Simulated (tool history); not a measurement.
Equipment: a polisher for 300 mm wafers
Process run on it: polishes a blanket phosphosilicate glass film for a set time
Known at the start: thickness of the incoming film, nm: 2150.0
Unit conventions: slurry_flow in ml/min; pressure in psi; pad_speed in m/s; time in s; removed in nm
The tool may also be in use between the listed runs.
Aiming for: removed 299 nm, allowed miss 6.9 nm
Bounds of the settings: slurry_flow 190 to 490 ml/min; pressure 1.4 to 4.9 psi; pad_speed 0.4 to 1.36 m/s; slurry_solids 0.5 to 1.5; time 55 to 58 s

run 1 hour=0 | slurry_flow=315 pressure=3.1 pad_speed=0.88 slurry_solids=1 time=55 | removed=416.62
run 2 hour=5.9 | slurry_flow=315 pressure=3 pad_speed=0.88 slurry_solids=1 time=55 | removed=412.66
run 3 hour=12 | slurry_flow=315 pressure=2.9 pad_speed=0.88 slurry_solids=1 time=55 | removed=393.16
run 4 hour=13.6 | slurry_flow=315 pressure=2.8 pad_speed=0.88 slurry_solids=1 time=55 | removed=379.75
run 5 hour=15.8 | slurry_flow=315 pressure=2.8 pad_speed=0.88 slurry_solids=1.2 time=55 | removed=405.69
run 6 hour=23.4 | slurry_flow=315 pressure=2.7 pad_speed=0.88 slurry_solids=1.2 time=55 | removed=398
run 7 hour=31.7 | slurry_flow=305 pressure=1.8 pad_speed=0.88 slurry_solids=1.2 time=55 | removed=268.15
run 8 hour=33.5 | slurry_flow=310 pressure=1.8 pad_speed=0.88 slurry_solids=1.2 time=55 | removed=270.69

5 next moves are on the table. One of them brings every result within its allowed miss. Which?
run A hour=35.3 | slurry_flow=285 pressure=1.7 pad_speed=0.94 slurry_solids=1.25 time=58 | removed=?
run B hour=35.3 | slurry_flow=355 pressure=2.8 pad_speed=0.62 slurry_solids=0.95 time=55 | removed=?
run C hour=35.3 | slurry_flow=370 pressure=1.9 pad_speed=0.76 slurry_solids=1.1 time=58 | removed=?
run D hour=35.3 | slurry_flow=300 pressure=2 pad_speed=0.92 slurry_solids=1.15 time=58 | removed=?
run E hour=35.3 | slurry_flow=440 pressure=2.1 pad_speed=0.78 slurry_solids=1.25 time=58 | removed=?

move=A removed=285.04
move=B removed=300.74
move=C removed=266.93
move=D removed=318.29
move=E removed=319.13
A: nearer the targets than the last run, but a result is still out of spec
B: all results land within tolerance of their targets
C: the biggest miss grows against the last run
D: takes the biggest miss from the last run beyond its target
E: takes the biggest miss from the last run beyond its target
The right move is B.

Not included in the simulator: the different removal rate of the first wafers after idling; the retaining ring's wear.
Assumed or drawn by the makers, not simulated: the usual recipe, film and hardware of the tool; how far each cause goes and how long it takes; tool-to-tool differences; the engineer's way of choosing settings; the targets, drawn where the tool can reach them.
